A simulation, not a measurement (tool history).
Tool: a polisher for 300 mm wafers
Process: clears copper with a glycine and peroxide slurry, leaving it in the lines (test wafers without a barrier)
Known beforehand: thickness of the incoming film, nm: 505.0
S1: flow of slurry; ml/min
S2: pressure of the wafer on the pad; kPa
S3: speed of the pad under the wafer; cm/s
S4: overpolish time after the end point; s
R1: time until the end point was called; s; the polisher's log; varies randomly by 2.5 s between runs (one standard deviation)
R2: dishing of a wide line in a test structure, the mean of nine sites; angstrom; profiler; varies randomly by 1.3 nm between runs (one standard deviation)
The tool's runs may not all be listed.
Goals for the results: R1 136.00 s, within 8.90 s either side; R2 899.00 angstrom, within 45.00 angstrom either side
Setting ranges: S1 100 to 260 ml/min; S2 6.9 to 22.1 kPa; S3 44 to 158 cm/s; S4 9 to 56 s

Run 1, hour 0.0: S1 165 ml/min, S2 14.5 kPa, S3 100 cm/s, S4 29 s. Result: R1 120.87 s, R2 724.52 angstrom.
Run 2, hour 4.7: S1 165 ml/min, S2 13.8 kPa, S3 98 cm/s, S4 33 s. Result: R1 130.00 s, R2 745.80 angstrom.
Run 3, hour 12.0: S1 165 ml/min, S2 10.3 kPa, S3 98 cm/s, S4 33 s. Result: R1 157.19 s, R2 642.81 angstrom.
Run 4, hour 20.8: S1 165 ml/min, S2 11.0 kPa, S3 98 cm/s, S4 36 s. Result: R1 148.08 s, R2 676.50 angstrom.
Run 5, hour 23.7: S1 165 ml/min, S2 11.0 kPa, S3 98 cm/s, S4 31 s. Result: R1 149.48 s, R2 626.50 angstrom.
Run 6, hour 31.4: S1 165 ml/min, S2 11.0 kPa, S3 114 cm/s, S4 31 s. Result: R1 141.29 s, R2 653.72 angstrom.
Run 7, hour 32.2: S1 160 ml/min, S2 11.0 kPa, S3 112 cm/s, S4 36 s. Result: R1 141.83 s, R2 735.05 angstrom.
Run 8, hour 40.7: S1 155 ml/min, S2 11.0 kPa, S3 112 cm/s, S4 38 s. Result: R1 136.63 s, R2 741.62 angstrom.

Of the 5 settings listed for the next run, only one would bring every result within its allowed miss of target. Which one?
Run A, hour 49.2: S1 145 ml/min, S2 9.7 kPa, S3 126 cm/s, S4 26 s. Result: R1 ?, R2 ?.
Run B, hour 49.2: S1 125 ml/min, S2 9.7 kPa, S3 138 cm/s, S4 32 s. Result: R1 ?, R2 ?.
Run C, hour 49.2: S1 230 ml/min, S2 13.1 kPa, S3 90 cm/s, S4 49 s. Result: R1 ?, R2 ?.
Run D, hour 49.2: S1 175 ml/min, S2 10.3 kPa, S3 112 cm/s, S4 31 s. Result: R1 ?, R2 ?.
Run E, hour 49.2: S1 145 ml/min, S2 10.3 kPa, S3 116 cm/s, S4 30 s. Result: R1 ?, R2 ?.

move      R1      R2
   A  146.46  557.72
   B  141.30  652.72
   C  135.08  896.84
   D  145.89  636.80
   E  146.38  620.39
A: lands further from the targets than the last run did
B: lands further from the targets than the last run did
C: all results in spec
D: lands further from the targets than the last run did
E: lands further from the targets than the last run did
Answer: C

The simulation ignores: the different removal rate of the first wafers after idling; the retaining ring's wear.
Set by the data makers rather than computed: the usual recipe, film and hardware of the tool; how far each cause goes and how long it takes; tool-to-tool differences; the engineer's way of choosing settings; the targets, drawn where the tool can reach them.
